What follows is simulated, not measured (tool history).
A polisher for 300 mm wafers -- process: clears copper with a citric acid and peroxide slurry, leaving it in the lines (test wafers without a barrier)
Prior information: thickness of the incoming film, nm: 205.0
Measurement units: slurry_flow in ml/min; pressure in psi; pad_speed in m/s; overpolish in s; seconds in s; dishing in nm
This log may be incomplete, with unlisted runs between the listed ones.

run	hour	slurry_flow	pressure	pad_speed	slurry_solids	overpolish	seconds	dishing
1	0	280	2.5	1	1	16	115.25	19.354
2	5.7	280	2.4	1.02	1	15	114.32	17.982
3	6.9	275	2.2	1.04	1	14	125.01	15.909
4	12.7	335	2.2	1.04	1	14	121.81	16.127
5	17.1	335	2.2	1.04	0.8	14	125.64	15.504
6	22.3	350	2.1	1.06	0.75	13	131.02	14.054
7	28.4	360	2	1.08	0.7	12	131.64	11.928
8	31.1	360	1.9	1.12	0.65	11	143.21	10.811
9	38.3	420	1.9	0.84	0.9	5	174.08	4.2582
10	39.6	425	2	0.84	0.9	5	159.02	4.3705
11	42.9	425	2.1	0.84	0.9	5	152.81	4.677

Forecast run 12:
12	49.6	420	2.3	0.84	0.9	5	?	?

seconds: 144.14 s
dishing: 5.13 nm
